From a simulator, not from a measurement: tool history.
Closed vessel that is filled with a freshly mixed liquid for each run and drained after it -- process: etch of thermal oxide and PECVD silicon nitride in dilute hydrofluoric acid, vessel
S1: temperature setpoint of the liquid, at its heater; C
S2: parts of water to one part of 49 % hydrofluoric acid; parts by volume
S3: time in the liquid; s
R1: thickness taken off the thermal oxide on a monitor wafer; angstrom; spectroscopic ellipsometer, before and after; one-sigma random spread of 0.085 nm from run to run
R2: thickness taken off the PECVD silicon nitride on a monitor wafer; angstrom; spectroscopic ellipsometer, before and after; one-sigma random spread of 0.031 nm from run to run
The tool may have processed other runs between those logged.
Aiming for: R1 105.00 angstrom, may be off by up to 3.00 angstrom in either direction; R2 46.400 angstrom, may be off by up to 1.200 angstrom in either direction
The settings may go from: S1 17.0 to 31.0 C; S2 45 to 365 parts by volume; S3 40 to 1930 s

run	hour	S1	S2	S3	R1	R2
1	0.0	23.0	205	985	214.93	92.241
2	5.2	22.0	240	1000	174.88	75.480
3	10.4	21.0	270	1015	148.15	64.922
4	17.0	20.0	290	1025	129.58	57.288
5	18.0	19.5	300	1030	121.99	53.780
6	19.9	21.0	300	1030	132.48	59.186
7	25.0	20.0	310	1040	122.05	54.043
8	33.9	20.0	310	1040	122.37	53.831
9	40.4	19.5	320	1050	113.69	51.671
10	43.8	19.0	320	1050	114.19	49.337
11	47.8	19.0	325	1055	112.22	49.244

Pick the move, out of 4, that brings all results within their allowed miss; only one does.
A	51.8	17.0	240	805	?	?
B	51.8	17.5	365	1225	?	?
C	51.8	19.0	315	920	?	?
D	51.8	17.0	250	890	?	?

move	R1	R2
A	114.48	44.024
B	105.10	46.457
C	100.72	44.196
D	120.44	46.813
A: further off than the last run
B: every result within its allowed miss
C: takes the biggest miss from the last run beyond its target
D: further off than the last run
B meets every target.
